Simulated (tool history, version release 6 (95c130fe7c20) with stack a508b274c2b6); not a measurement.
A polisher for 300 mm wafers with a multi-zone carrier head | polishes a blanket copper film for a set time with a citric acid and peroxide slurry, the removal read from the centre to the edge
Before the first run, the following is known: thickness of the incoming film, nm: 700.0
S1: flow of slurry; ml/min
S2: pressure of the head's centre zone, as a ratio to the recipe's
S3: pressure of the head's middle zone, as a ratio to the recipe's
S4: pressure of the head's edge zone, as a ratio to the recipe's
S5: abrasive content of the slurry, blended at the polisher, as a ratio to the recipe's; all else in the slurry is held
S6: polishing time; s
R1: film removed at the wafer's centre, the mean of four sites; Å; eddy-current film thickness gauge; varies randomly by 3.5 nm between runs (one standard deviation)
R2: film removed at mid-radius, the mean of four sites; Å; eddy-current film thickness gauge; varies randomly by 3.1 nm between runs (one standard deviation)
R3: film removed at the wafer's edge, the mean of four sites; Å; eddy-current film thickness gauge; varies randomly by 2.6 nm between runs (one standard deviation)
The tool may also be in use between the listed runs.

{"run": 1, "hour": 0.0, "S1": 155, "S2": 1.0, "S3": 1.0, "S4": 1.0, "S5": 1.0, "S6": 86, "R1": 2516.2, "R2": 2606.1, "R3": 2605.7}
{"run": 2, "hour": 7.4, "S1": 125, "S2": 1.0, "S3": 1.0, "S4": 1.0, "S5": 1.0, "S6": 86, "R1": 2370.3, "R2": 2463.2, "R3": 2514.2}
{"run": 3, "hour": 14.9, "S1": 150, "S2": 0.98, "S3": 0.97, "S4": 1.06, "S5": 1.1, "S6": 87, "R1": 2484.9, "R2": 2559.9, "R3": 2724.6}
{"run": 4, "hour": 18.6, "S1": 170, "S2": 0.96, "S3": 0.95, "S4": 1.1, "S5": 1.2, "S6": 88, "R1": 2606.9, "R2": 2649.1, "R3": 2876.7}
{"run": 5, "hour": 24.8, "S1": 170, "S2": 0.96, "S3": 0.95, "S4": 1.1, "S5": 1.2, "S6": 71, "R1": 2093.0, "R2": 2123.2, "R3": 2323.2}
{"run": 6, "hour": 33.0, "S1": 170, "S2": 0.96, "S3": 0.95, "S4": 1.1, "S5": 1.4, "S6": 71, "R1": 2153.1, "R2": 2161.8, "R3": 2323.6}

For run 7, what comes out?
{"run": 7, "hour": 40.3, "S1": 175, "S2": 0.94, "S3": 0.94, "S4": 1.13, "S5": 1.4, "S6": 79, "R1": "?", "R2": "?", "R3": "?"}

Logged for run 7: R1 2396.9 Å, R2 2405.1 Å, R3 2683.0 Å.
